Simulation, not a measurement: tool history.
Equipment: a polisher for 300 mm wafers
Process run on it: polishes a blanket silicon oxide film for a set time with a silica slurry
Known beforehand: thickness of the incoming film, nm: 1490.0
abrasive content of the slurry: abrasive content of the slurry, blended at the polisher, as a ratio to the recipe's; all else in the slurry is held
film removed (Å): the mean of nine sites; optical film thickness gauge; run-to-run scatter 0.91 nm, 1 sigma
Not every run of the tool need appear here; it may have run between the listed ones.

run,hour,flow of slurry (ml/min),pressure of the wafer on the pad (kPa),speed of the pad under the wafer (cm/s),abrasive content of the slurry,polishing time (s),film removed (Å)
1,0,230,35.2,112,1,50,1816.9
2,1.4,230,38.6,112,1,50,2004.8
3,3,225,32.4,112,1,50,1658
4,5.9,225,32.4,136,1,50,1971.1
5,9.3,225,32.4,136,0.9,50,1911
6,16,220,27.6,134,0.9,50,1610.1
7,19.7,215,24.1,134,0.9,50,1407.6
8,21.9,205,22.1,134,0.9,50,1286.1
9,30,190,21.4,134,0.9,50,1227.3
10,33.6,190,21.4,134,0.9,50,1238.9
11,36.8,180,20.7,134,0.9,50,1186.7

Predict the results of run 12:
12,39.8,170,20.7,134,0.9,50,?

film removed (Å): 1191.8
